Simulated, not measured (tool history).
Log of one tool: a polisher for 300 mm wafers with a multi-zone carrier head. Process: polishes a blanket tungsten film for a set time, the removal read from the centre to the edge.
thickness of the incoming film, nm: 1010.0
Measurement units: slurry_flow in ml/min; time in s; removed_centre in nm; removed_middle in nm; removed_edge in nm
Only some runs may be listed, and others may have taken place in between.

run,hour,slurry_flow,centre_zone,middle_zone,edge_zone,slurry_solids,time,removed_centre,removed_middle,removed_edge
1,0,205,1,1,1,1,67,219.62,224.7,231.81
2,3.9,205,1,0.94,1,1,67,222.16,211.79,228.24
3,4.9,205,1,0.88,1,1,67,220.9,202.54,230.86
4,11.5,205,1,0.88,1.03,1,67,221.45,203.69,235.59
5,16.5,205,1,0.88,1.03,1,83,276.46,245.56,287.05
6,21.4,160,1,0.88,1.03,1,83,260.74,241.68,275.43

Predict the results of run 7:
7,24.6,170,0.91,0.98,1.05,1.25,85,?,?,?

{"run 7": {"removed_centre": 262.68, "removed_middle": 278.19, "removed_edge": 302.03}}
